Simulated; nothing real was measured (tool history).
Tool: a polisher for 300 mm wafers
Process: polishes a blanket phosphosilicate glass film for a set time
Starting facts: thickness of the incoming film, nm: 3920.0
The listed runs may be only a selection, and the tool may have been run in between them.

run	hour	flow of slurry (ml/min)	pressure of the wafer on the pad (psi)	speed of the pad under the wafer (cm/s)	abrasive content of the slurry	polishing time (s)	film removed (nm)
1	0	310	3.8	80	1	63	576.69
2	2.9	310	3.1	80	1	63	476.89
3	7.6	310	3.1	80	1	66	497.26
4	9.2	310	3.1	64	1	66	409.09
5	12.3	385	3.1	64	1	66	420.85
6	13.4	385	3	64	1	66	407.08
7	20.6	385	2.9	64	1	66	396.75
8	27.6	385	2.9	64	1	66	390.03
9	31.9	385	2.8	64	1	66	379.66
10	40.8	385	2.7	64	1	66	374.69

Forecast run 11:
11	47.4	385	2.6	64	1	66	?

{"run 11": {"film removed (nm)": 355.8}}

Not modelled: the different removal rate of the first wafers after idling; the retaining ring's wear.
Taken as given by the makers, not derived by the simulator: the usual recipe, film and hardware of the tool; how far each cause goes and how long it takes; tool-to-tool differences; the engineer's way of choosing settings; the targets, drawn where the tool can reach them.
